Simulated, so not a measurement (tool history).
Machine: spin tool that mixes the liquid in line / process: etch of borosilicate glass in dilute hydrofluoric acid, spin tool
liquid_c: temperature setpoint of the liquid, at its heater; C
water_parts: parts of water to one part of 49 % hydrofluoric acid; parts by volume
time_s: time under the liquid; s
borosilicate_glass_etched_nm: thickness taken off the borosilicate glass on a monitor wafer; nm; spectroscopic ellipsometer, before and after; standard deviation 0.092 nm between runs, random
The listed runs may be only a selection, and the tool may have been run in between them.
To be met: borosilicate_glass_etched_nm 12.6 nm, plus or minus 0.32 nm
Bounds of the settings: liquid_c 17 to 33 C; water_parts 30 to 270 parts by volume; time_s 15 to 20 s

run,hour,liquid_c,water_parts,time_s,borosilicate_glass_etched_nm
1,0,25,150,20,5.4091
2,4,27,130,20,7.0031
3,11.6,28.5,120,20,8.1903
4,20,28.5,95,20,10.553
5,22.5,28.5,95,15,8.0236
6,30,30.5,95,15,8.5496
7,38.2,31,85,15,9.813
8,42.1,31.5,80,15,10.744
9,50,32,75,15,11.906
10,58.3,32.5,75,15,12.075

Next run, 5 choices. One meets every target within its allowed miss, the rest don't. Which?
A,66.6,33,90,20,?
B,66.6,31.5,90,20,?
C,66.6,28,75,20,?
D,66.6,31,85,20,?
E,66.6,29.5,60,15,?

move,borosilicate_glass_etched_nm
A,13.24
B,12.524
C,13.439
D,13.112
E,13.652
A: the result that was furthest off in the last run now lies on the other side of its target
B: each result inside its tolerance
C: the result that was furthest off in the last run now lies on the other side of its target
D: the result that was furthest off in the last run now lies on the other side of its target
E: the result that was furthest off in the last run now lies on the other side of its target
B meets every target.
